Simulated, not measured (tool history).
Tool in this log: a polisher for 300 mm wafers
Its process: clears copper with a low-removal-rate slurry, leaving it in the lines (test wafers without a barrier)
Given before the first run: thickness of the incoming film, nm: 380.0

run,hour,flow of slurry (ml/min),pressure of the wafer on the pad (kPa),speed of the pad under the wafer (m/s),abrasive content of the slurry,overpolish time after the end point (s),time until the end point was called (s),dishing of a wide line in a test structure (nm)
1,0,220,29,1.32,1,26,61.414,93.324
2,3,185,29,1.32,1,26,62.43,91.764
3,9.1,185,25.5,1.3,1,23,70.552,72.754
4,10.2,185,22.8,1.26,1,22,82.556,66.935
5,19,145,22.8,1.26,1,22,86.006,64.767
6,19.8,145,20.7,1.26,1,20,92.653,53.159
7,23.4,145,19.3,1.26,1,20,98.297,53.274

Run 8 has not been measured yet. What should we expect?
8,26,145,18.6,1.26,1,19,?,?

time until the end point was called (s): 102.67
dishing of a wide line in a test structure (nm): 47.283
